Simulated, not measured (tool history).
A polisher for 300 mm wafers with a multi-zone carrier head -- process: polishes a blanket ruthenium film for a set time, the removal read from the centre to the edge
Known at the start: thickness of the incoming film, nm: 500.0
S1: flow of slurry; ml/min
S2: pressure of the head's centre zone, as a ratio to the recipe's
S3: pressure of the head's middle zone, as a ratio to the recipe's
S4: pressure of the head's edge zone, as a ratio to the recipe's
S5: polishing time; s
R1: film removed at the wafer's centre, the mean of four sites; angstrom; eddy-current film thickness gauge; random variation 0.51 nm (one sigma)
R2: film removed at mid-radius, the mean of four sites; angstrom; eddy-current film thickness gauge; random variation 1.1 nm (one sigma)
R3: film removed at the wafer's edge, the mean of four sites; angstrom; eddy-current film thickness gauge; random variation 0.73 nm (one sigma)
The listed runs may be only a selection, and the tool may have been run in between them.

Run 1, hour 0: S1 300 ml/min, S2 1, S3 1, S4 1, S5 54 s. Result: R1 1100.1 angstrom, R2 1137.5 angstrom, R3 1123.2 angstrom.
Run 2, hour 4.7: S1 305 ml/min, S2 1, S3 1, S4 0.98, S5 52 s. Result: R1 1071 angstrom, R2 1093.5 angstrom, R3 1075.5 angstrom.
Run 3, hour 11.3: S1 305 ml/min, S2 1, S3 0.97, S4 0.98, S5 52 s. Result: R1 1078.2 angstrom, R2 1082.6 angstrom, R3 1071.1 angstrom.
Run 4, hour 16.2: S1 305 ml/min, S2 1, S3 0.97, S4 0.98, S5 43 s. Result: R1 880.14 angstrom, R2 877.72 angstrom, R3 883.63 angstrom.
Run 5, hour 21.5: S1 300 ml/min, S2 1, S3 0.98, S4 0.96, S5 43 s. Result: R1 884.95 angstrom, R2 875.39 angstrom, R3 885.99 angstrom.
Run 6, hour 28.8: S1 300 ml/min, S2 1, S3 1.06, S4 0.96, S5 43 s. Result: R1 887.41 angstrom, R2 940.93 angstrom, R3 866.55 angstrom.
Run 7, hour 32.3: S1 295 ml/min, S2 1, S3 1.06, S4 0.94, S5 43 s. Result: R1 882.65 angstrom, R2 956.73 angstrom, R3 866.63 angstrom.

Estimate the outcome of run 8 from the log above:
Run 8, hour 40.5: S1 320 ml/min, S2 1.03, S3 1.04, S4 0.85, S5 35 s. Result: R1 ?, R2 ?, R3 ?.

For run 8 the tool returned R1 745.8 angstrom, R2 764.17 angstrom, R3 674.02 angstrom.

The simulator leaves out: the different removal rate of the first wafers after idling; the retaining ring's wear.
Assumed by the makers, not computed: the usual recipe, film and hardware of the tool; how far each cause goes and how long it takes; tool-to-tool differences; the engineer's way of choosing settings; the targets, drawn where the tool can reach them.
